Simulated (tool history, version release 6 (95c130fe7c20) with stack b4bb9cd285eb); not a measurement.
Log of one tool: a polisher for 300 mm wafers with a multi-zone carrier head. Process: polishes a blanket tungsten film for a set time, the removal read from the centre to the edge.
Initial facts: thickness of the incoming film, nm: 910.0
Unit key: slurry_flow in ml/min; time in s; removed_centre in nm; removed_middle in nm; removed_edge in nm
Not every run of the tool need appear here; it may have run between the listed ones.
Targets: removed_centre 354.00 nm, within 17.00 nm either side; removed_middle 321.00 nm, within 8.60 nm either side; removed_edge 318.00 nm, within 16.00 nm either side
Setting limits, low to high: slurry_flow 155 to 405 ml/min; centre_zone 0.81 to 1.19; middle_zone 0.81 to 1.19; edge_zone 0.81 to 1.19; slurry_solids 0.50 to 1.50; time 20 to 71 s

run	hour	slurry_flow	centre_zone	middle_zone	edge_zone	slurry_solids	time	removed_centre	removed_middle	removed_edge
1	0.0	260	1.00	1.00	1.00	1.00	45	257.12	262.78	258.16
2	7.2	260	1.00	1.08	1.00	1.00	45	267.64	280.83	260.54
3	11.9	265	1.04	1.09	1.05	1.10	45	283.07	293.83	260.78
4	16.2	265	1.04	1.09	1.01	1.10	45	282.26	291.56	266.57
5	16.7	265	1.04	1.13	1.01	1.10	45	287.44	297.60	266.21
6	20.7	260	1.06	1.09	0.97	1.20	46	300.11	300.52	266.56
7	25.9	305	1.15	1.10	1.07	1.35	47	344.97	322.90	295.54
8	28.2	305	1.15	1.08	1.09	1.40	47	343.74	315.82	296.91

Exercise: of the 5 proposed moves below, exactly one satisfies all targets within the stated allowed misses. Which move is it?
A	30.5	345	1.19	1.01	1.07	1.50	49	?	?	?
B	30.5	280	1.11	1.00	1.10	1.30	48	?	?	?
C	30.5	335	1.09	0.89	1.11	1.50	54	?	?	?
D	30.5	370	1.12	1.03	1.11	1.35	49	?	?	?
E	30.5	250	1.17	0.86	1.19	1.45	55	?	?	?

move	removed_centre	removed_middle	removed_edge
A	382.99	321.32	318.57
B	332.76	297.61	302.29
C	385.09	317.97	356.71
D	354.24	321.07	317.58
E	406.57	304.61	365.22
A: brings the last run's worst result on target, with another outside its allowed miss
B: brings the last run's worst result on target, with another outside its allowed miss
C: moves the result that the last run missed by most past its target, out the other side
D: hits every target within its allowed miss
E: moves the result that the last run missed by most past its target, out the other side
The right move is D.
